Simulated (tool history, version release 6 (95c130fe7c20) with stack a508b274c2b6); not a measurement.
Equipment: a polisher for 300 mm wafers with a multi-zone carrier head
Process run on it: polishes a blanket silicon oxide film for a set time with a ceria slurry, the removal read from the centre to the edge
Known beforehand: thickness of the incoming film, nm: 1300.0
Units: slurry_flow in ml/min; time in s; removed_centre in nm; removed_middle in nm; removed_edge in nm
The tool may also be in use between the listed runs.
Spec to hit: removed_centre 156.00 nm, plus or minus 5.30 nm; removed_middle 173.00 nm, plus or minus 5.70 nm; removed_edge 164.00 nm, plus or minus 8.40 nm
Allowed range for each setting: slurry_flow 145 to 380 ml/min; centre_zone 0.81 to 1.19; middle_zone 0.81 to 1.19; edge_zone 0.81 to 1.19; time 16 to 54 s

{"run": 1, "hour": 0.0, "slurry_flow": 245, "centre_zone": 1.0, "middle_zone": 1.0, "edge_zone": 1.0, "time": 35, "removed_centre": 110.72, "removed_middle": 113.11, "removed_edge": 108.49}
{"run": 2, "hour": 2.8, "slurry_flow": 245, "centre_zone": 1.0, "middle_zone": 1.0, "edge_zone": 1.0, "time": 43, "removed_centre": 136.84, "removed_middle": 137.38, "removed_edge": 138.08}
{"run": 3, "hour": 4.2, "slurry_flow": 250, "centre_zone": 1.01, "middle_zone": 1.04, "edge_zone": 1.03, "time": 44, "removed_centre": 140.24, "removed_middle": 148.22, "removed_edge": 137.82}
{"run": 4, "hour": 10.5, "slurry_flow": 250, "centre_zone": 1.0, "middle_zone": 1.04, "edge_zone": 1.03, "time": 46, "removed_centre": 144.92, "removed_middle": 152.4, "removed_edge": 144.08}
{"run": 5, "hour": 16.8, "slurry_flow": 250, "centre_zone": 1.0, "middle_zone": 1.04, "edge_zone": 1.03, "time": 54, "removed_centre": 169.25, "removed_middle": 180.66, "removed_edge": 173.39}
{"run": 6, "hour": 21.4, "slurry_flow": 245, "centre_zone": 0.99, "middle_zone": 1.04, "edge_zone": 1.02, "time": 54, "removed_centre": 170.22, "removed_middle": 180.75, "removed_edge": 168.28}
{"run": 7, "hour": 24.0, "slurry_flow": 240, "centre_zone": 0.97, "middle_zone": 1.04, "edge_zone": 1.03, "time": 54, "removed_centre": 168.48, "removed_middle": 180.57, "removed_edge": 176.82}
{"run": 8, "hour": 32.5, "slurry_flow": 240, "centre_zone": 0.96, "middle_zone": 1.04, "edge_zone": 1.02, "time": 53, "removed_centre": 161.3, "removed_middle": 178.93, "removed_edge": 172.41}

Next run, 4 choices. One meets every target within its allowed miss, the rest don't. Which?
{"run": "A", "hour": 41.0, "slurry_flow": 240, "centre_zone": 1.0, "middle_zone": 1.05, "edge_zone": 1.01, "time": 54, "removed_centre": "?", "removed_middle": "?", "removed_edge": "?"}
{"run": "B", "hour": 41.0, "slurry_flow": 220, "centre_zone": 0.96, "middle_zone": 1.08, "edge_zone": 1.07, "time": 51, "removed_centre": "?", "removed_middle": "?", "removed_edge": "?"}
{"run": "C", "hour": 41.0, "slurry_flow": 320, "centre_zone": 0.97, "middle_zone": 0.96, "edge_zone": 0.95, "time": 53, "removed_centre": "?", "removed_middle": "?", "removed_edge": "?"}
{"run": "D", "hour": 41.0, "slurry_flow": 225, "centre_zone": 1.08, "middle_zone": 1.08, "edge_zone": 0.97, "time": 50, "removed_centre": "?", "removed_middle": "?", "removed_edge": "?"}

move=A removed_centre=168.49 removed_middle=180.05 removed_edge=170.00
move=B removed_centre=153.15 removed_middle=172.66 removed_edge=164.34
move=C removed_centre=165.08 removed_middle=168.56 removed_edge=164.70
move=D removed_centre=164.82 removed_middle=169.50 removed_edge=153.78
A: misses by more than the last run did
B: every result within its allowed miss
C: gets the furthest-off result to its target, but another result is out of tolerance
D: gets the furthest-off result to its target, but another result is out of tolerance
The move that meets every target is B.

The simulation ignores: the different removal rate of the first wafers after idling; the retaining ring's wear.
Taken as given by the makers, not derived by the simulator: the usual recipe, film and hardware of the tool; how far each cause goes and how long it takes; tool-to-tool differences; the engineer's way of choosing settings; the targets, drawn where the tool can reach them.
